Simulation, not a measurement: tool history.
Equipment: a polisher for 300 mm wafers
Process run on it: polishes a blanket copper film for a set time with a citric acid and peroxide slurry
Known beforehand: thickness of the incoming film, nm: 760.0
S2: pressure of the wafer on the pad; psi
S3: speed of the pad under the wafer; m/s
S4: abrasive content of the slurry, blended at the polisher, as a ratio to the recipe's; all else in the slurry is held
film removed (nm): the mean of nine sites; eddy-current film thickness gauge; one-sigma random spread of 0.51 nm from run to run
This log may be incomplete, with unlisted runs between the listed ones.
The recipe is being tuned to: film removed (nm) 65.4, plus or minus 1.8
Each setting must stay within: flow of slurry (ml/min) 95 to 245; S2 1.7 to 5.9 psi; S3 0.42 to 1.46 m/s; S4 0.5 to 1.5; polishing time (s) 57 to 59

{"run": 1, "day": 0.0, "flow of slurry (ml/min)": 155, "S2": 3.8, "S3": 0.94, "S4": 1, "polishing time (s)": 57, "film removed (nm)": 145.58}
{"run": 2, "day": 0.096, "flow of slurry (ml/min)": 145, "S2": 3.2, "S3": 0.88, "S4": 1, "polishing time (s)": 57, "film removed (nm)": 114.28}
{"run": 3, "day": 0.121, "flow of slurry (ml/min)": 140, "S2": 2.7, "S3": 0.84, "S4": 1, "polishing time (s)": 57, "film removed (nm)": 93.022}
{"run": 4, "day": 0.367, "flow of slurry (ml/min)": 110, "S2": 2.7, "S3": 0.84, "S4": 1, "polishing time (s)": 57, "film removed (nm)": 87.752}
{"run": 5, "day": 0.583, "flow of slurry (ml/min)": 110, "S2": 2.7, "S3": 0.84, "S4": 1, "polishing time (s)": 57, "film removed (nm)": 88.588}
{"run": 6, "day": 0.883, "flow of slurry (ml/min)": 105, "S2": 2.4, "S3": 0.84, "S4": 1, "polishing time (s)": 57, "film removed (nm)": 77.59}
{"run": 7, "day": 1.038, "flow of slurry (ml/min)": 105, "S2": 2.3, "S3": 0.84, "S4": 1, "polishing time (s)": 57, "film removed (nm)": 73.947}
{"run": 8, "day": 1.233, "flow of slurry (ml/min)": 105, "S2": 2.2, "S3": 0.84, "S4": 1, "polishing time (s)": 57, "film removed (nm)": 70.784}
{"run": 9, "day": 1.458, "flow of slurry (ml/min)": 105, "S2": 2.1, "S3": 0.84, "S4": 1, "polishing time (s)": 57, "film removed (nm)": 68.323}

Below are 4 possible settings for the next run. Only one of them brings all results inside the allowed miss of their targets. Which is it?
{"run": "A", "day": 1.683, "flow of slurry (ml/min)": 125, "S2": 2, "S3": 0.82, "S4": 0.75, "polishing time (s)": 59, "film removed (nm)": "?"}
{"run": "B", "day": 1.683, "flow of slurry (ml/min)": 130, "S2": 2, "S3": 0.76, "S4": 0.85, "polishing time (s)": 57, "film removed (nm)": "?"}
{"run": "C", "day": 1.683, "flow of slurry (ml/min)": 125, "S2": 2, "S3": 0.72, "S4": 0.95, "polishing time (s)": 59, "film removed (nm)": "?"}
{"run": "D", "day": 1.683, "flow of slurry (ml/min)": 110, "S2": 1.9, "S3": 0.82, "S4": 0.9, "polishing time (s)": 57, "film removed (nm)": "?"}

move=A film_removed_(nm)=65.102
move=B film_removed_(nm)=60.71
move=C film_removed_(nm)=60.65
move=D film_removed_(nm)=60.373
A: all results in spec
B: takes the biggest miss from the last run beyond its target
C: takes the biggest miss from the last run beyond its target
D: takes the biggest miss from the last run beyond its target
So the answer is move A, the one that meets all the targets.

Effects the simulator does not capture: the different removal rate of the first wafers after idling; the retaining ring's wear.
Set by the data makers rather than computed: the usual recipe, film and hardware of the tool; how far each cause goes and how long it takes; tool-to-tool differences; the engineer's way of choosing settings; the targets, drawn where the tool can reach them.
